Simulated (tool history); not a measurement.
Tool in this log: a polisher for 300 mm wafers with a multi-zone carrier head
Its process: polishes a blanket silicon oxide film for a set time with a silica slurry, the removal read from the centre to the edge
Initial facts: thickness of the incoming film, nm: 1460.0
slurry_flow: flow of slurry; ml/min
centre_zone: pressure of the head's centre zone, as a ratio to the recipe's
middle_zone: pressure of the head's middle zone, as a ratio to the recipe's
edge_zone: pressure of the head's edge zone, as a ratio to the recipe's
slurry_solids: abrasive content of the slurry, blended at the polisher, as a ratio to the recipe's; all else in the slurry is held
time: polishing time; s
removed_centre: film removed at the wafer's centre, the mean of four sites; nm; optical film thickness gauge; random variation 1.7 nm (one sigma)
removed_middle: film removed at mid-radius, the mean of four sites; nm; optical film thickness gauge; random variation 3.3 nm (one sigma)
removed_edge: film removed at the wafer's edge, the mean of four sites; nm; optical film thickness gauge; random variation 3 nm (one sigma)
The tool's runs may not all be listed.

Run 1, hour 0.0: slurry_flow 190 ml/min, centre_zone 1.00, middle_zone 1.00, edge_zone 1.00, slurry_solids 1.00, time 59 s. Result: removed_centre 172.93 nm, removed_middle 167.48 nm, removed_edge 168.81 nm.
Run 2, hour 2.1: slurry_flow 190 ml/min, centre_zone 1.00, middle_zone 1.00, edge_zone 1.00, slurry_solids 0.95, time 59 s. Result: removed_centre 170.88 nm, removed_middle 170.44 nm, removed_edge 165.97 nm.
Run 3, hour 11.0: slurry_flow 215 ml/min, centre_zone 1.00, middle_zone 1.00, edge_zone 1.00, slurry_solids 0.95, time 59 s. Result: removed_centre 171.70 nm, removed_middle 169.03 nm, removed_edge 169.73 nm.
Run 4, hour 12.3: slurry_flow 215 ml/min, centre_zone 1.00, middle_zone 1.00, edge_zone 1.00, slurry_solids 0.95, time 51 s. Result: removed_centre 149.29 nm, removed_middle 148.33 nm, removed_edge 146.35 nm.
Run 5, hour 13.5: slurry_flow 215 ml/min, centre_zone 1.00, middle_zone 1.00, edge_zone 1.09, slurry_solids 0.95, time 51 s. Result: removed_centre 149.09 nm, removed_middle 147.74 nm, removed_edge 151.25 nm.
Run 6, hour 18.0: slurry_flow 235 ml/min, centre_zone 1.00, middle_zone 1.00, edge_zone 1.09, slurry_solids 0.95, time 51 s. Result: removed_centre 151.93 nm, removed_middle 152.12 nm, removed_edge 150.02 nm.
Run 7, hour 18.7: slurry_flow 220 ml/min, centre_zone 0.97, middle_zone 1.04, edge_zone 1.10, slurry_solids 1.10, time 54 s. Result: removed_centre 163.40 nm, removed_middle 172.63 nm, removed_edge 171.17 nm.
Run 8, hour 27.5: slurry_flow 225 ml/min, centre_zone 0.96, middle_zone 1.08, edge_zone 1.11, slurry_solids 1.25, time 55 s. Result: removed_centre 172.71 nm, removed_middle 184.16 nm, removed_edge 178.92 nm.
Run 9, hour 30.9: slurry_flow 225 ml/min, centre_zone 0.94, middle_zone 1.11, edge_zone 1.12, slurry_solids 1.35, time 58 s. Result: removed_centre 184.53 nm, removed_middle 199.92 nm, removed_edge 199.85 nm.

Estimate the outcome of run 10 from the log above:
Run 10, hour 31.6: slurry_flow 245 ml/min, centre_zone 0.92, middle_zone 1.14, edge_zone 1.09, slurry_solids 1.40, time 60 s. Result: removed_centre ?, removed_middle ?, removed_edge ?.

Run 10 produced removed_centre 188.42 nm, removed_middle 223.10 nm, removed_edge 211.51 nm.
